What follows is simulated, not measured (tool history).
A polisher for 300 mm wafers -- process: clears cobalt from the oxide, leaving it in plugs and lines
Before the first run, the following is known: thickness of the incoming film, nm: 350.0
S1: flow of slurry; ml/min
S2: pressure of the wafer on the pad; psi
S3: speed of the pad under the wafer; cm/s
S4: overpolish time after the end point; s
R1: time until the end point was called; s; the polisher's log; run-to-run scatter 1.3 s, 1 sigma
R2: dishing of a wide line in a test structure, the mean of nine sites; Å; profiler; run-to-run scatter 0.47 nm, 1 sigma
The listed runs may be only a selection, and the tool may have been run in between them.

run    day   S1   S2  S3  S4       R1      R2
  1  0.000  210  2.3  86  15   55.631  455.62
  2  0.296  210  2.1  86  12   62.037  390.25
  3  0.592  210  2.1  72  12   72.013  359.66
  4  0.946  210  1.7  72  12   90.999  327.22
  5  1.262  225  1.8  70  10   84.507  295.70
  6  1.296  225  1.5  70  10  101.080  260.68

Estimate the outcome of run 7 from the log above:
  7  1.667  230  1.8  86   4   ?   ?

R1: 72.050 s
R2: 172.94 Å
